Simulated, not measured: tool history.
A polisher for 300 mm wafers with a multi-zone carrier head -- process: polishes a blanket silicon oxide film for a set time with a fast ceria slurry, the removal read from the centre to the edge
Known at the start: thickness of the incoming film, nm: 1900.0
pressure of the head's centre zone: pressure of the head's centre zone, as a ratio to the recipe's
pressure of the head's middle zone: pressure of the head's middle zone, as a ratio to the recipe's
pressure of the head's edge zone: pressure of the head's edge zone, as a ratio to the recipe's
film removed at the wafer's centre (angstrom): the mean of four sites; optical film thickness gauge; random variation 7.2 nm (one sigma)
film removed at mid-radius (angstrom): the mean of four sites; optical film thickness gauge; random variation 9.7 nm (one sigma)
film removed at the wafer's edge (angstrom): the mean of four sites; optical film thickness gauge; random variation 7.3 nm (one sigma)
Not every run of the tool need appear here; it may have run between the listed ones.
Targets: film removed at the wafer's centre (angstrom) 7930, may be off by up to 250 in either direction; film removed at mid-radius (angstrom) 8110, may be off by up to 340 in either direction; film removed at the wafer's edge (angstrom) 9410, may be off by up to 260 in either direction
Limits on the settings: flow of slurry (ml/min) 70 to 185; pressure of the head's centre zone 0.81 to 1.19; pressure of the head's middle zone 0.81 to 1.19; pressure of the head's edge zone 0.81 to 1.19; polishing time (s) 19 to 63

run,hour,flow of slurry (ml/min),pressure of the head's centre zone,pressure of the head's middle zone,pressure of the head's edge zone,polishing time (s),film removed at the wafer's centre (angstrom),film removed at mid-radius (angstrom),film removed at the wafer's edge (angstrom)
1,0,120,1,1,1,41,6580.9,6723.7,7030
2,6.2,130,0.99,0.99,1.06,43,6917.8,7139.3,7709.5
3,10.1,130,0.99,0.99,0.98,43,7095,7150.6,7295.5
4,14.9,130,0.99,1.05,0.98,43,7135.4,7437.9,7323.1
5,21.5,155,0.99,1.05,0.98,43,7628.3,7949.3,7623.7
6,23.3,175,0.99,1.05,0.98,43,7941.8,8116.3,7895.6
7,25.6,175,0.98,1.03,1.04,44,7928.1,8185.3,8343
8,31.7,180,0.95,0.94,1.14,46,8208.6,8063.3,9047.5

Which single option among these 4 for the next run brings every result within its allowed miss of target? Just one does.
A,37.8,150,0.91,0.92,1.13,49,?,?,?
B,37.8,185,1.01,1.01,1.06,43,?,?,?
C,37.8,180,0.99,0.95,1.09,45,?,?,?
D,37.8,185,0.95,0.96,1.12,45,?,?,?

move,film removed at the wafer's centre (angstrom),film removed at mid-radius (angstrom),film removed at the wafer's edge (angstrom)
A,7896.9,8122.7,9309.3
B,8263.7,8191.5,8233.4
C,8401.7,8083.2,8700.8
D,8127.6,8215.5,8864.6
A: meets every target
B: misses by more than the last run did
C: misses by more than the last run did
D: misses by more than the last run did
A is the move that brings every result within its allowed miss.

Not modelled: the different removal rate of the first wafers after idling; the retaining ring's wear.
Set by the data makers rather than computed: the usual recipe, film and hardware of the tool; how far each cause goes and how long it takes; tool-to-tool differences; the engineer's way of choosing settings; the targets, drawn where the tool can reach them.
